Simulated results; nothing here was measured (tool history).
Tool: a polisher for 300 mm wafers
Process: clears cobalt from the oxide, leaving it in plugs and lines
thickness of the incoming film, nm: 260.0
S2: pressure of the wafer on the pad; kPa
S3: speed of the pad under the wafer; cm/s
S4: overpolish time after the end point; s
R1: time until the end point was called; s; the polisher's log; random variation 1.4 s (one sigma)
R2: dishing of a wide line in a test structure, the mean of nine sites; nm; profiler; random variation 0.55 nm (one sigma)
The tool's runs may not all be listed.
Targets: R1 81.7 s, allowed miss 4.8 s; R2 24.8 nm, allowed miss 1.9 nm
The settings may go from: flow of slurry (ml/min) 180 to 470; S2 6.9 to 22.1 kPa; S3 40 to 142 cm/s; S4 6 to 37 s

{"run": 1, "day": 0.0, "flow of slurry (ml/min)": 300, "S2": 14.5, "S3": 90, "S4": 19, "R1": 67.443, "R2": 42.143}
{"run": 2, "day": 0.338, "flow of slurry (ml/min)": 300, "S2": 13.8, "S3": 90, "S4": 16, "R1": 68.71, "R2": 39.584}
{"run": 3, "day": 0.571, "flow of slurry (ml/min)": 225, "S2": 13.8, "S3": 90, "S4": 16, "R1": 73.182, "R2": 39.984}
{"run": 4, "day": 0.712, "flow of slurry (ml/min)": 225, "S2": 13.8, "S3": 90, "S4": 19, "R1": 70.827, "R2": 43.297}
{"day": 1.004, "done": "worn pad replaced by a new one"}
{"run": 5, "day": 1.004, "flow of slurry (ml/min)": 280, "S2": 13.8, "S3": 88, "S4": 16, "R1": 65.094, "R2": 42.576}
{"run": 6, "day": 1.229, "flow of slurry (ml/min)": 260, "S2": 12.4, "S3": 90, "S4": 14, "R1": 69.231, "R2": 37.641}
{"run": 7, "day": 1.521, "flow of slurry (ml/min)": 300, "S2": 11, "S3": 84, "S4": 12, "R1": 84.922, "R2": 29.591}
{"run": 8, "day": 1.696, "flow of slurry (ml/min)": 310, "S2": 11, "S3": 84, "S4": 11, "R1": 84.51, "R2": 28.278}
{"run": 9, "day": 2.021, "flow of slurry (ml/min)": 345, "S2": 11.7, "S3": 84, "S4": 6, "R1": 79.641, "R2": 18.549}
{"run": 10, "day": 2.362, "flow of slurry (ml/min)": 330, "S2": 11.7, "S3": 84, "S4": 6, "R1": 76.088, "R2": 18.418}
{"run": 11, "day": 2.542, "flow of slurry (ml/min)": 325, "S2": 11.7, "S3": 86, "S4": 7, "R1": 73.952, "R2": 21.382}
{"run": 12, "day": 2.65, "flow of slurry (ml/min)": 320, "S2": 11.7, "S3": 86, "S4": 7, "R1": 75.317, "R2": 21.026}
{"run": 13, "day": 2.858, "flow of slurry (ml/min)": 315, "S2": 11.7, "S3": 86, "S4": 7, "R1": 78.431, "R2": 21.168}
{"run": 14, "day": 3.075, "flow of slurry (ml/min)": 305, "S2": 11.7, "S3": 86, "S4": 7, "R1": 78.985, "R2": 21.944}
{"run": 15, "day": 3.329, "flow of slurry (ml/min)": 295, "S2": 11.7, "S3": 86, "S4": 7, "R1": 80.356, "R2": 21.065}
{"run": 16, "day": 3.629, "flow of slurry (ml/min)": 290, "S2": 11.7, "S3": 86, "S4": 7, "R1": 75.291, "R2": 20.637}
{"run": 17, "day": 3.754, "flow of slurry (ml/min)": 310, "S2": 10.3, "S3": 86, "S4": 16, "R1": 89.413, "R2": 34.058}
{"run": 18, "day": 3.967, "flow of slurry (ml/min)": 320, "S2": 10.3, "S3": 86, "S4": 15, "R1": 85.805, "R2": 33.764}
{"run": 19, "day": 4.071, "flow of slurry (ml/min)": 325, "S2": 10.3, "S3": 86, "S4": 14, "R1": 88.179, "R2": 32.773}

Which of these 5 next moves meets every target?
{"run": "A", "day": 4.175, "flow of slurry (ml/min)": 330, "S2": 13.1, "S3": 84, "S4": 8, "R1": "?", "R2": "?"}
{"run": "B", "day": 4.175, "flow of slurry (ml/min)": 310, "S2": 9.7, "S3": 94, "S4": 19, "R1": "?", "R2": "?"}
{"run": "C", "day": 4.175, "flow of slurry (ml/min)": 315, "S2": 12.4, "S3": 86, "S4": 8, "R1": "?", "R2": "?"}
{"run": "D", "day": 4.175, "flow of slurry (ml/min)": 280, "S2": 9.7, "S3": 110, "S4": 11, "R1": "?", "R2": "?"}
{"run": "E", "day": 4.175, "flow of slurry (ml/min)": 320, "S2": 9.7, "S3": 96, "S4": 9, "R1": "?", "R2": "?"}

move=A R1=68.087 R2=26.008
move=B R1=82.281 R2=40.661
move=C R1=70.37 R2=25.373
move=D R1=71.195 R2=31.648
move=E R1=80.418 R2=25.091
A: brings the result that was furthest off to its target, and leaves another outside
B: further off than the last run
C: brings the result that was furthest off to its target, and leaves another outside
D: nearer than the last run, and not there yet
E: meets every target
Answer: E
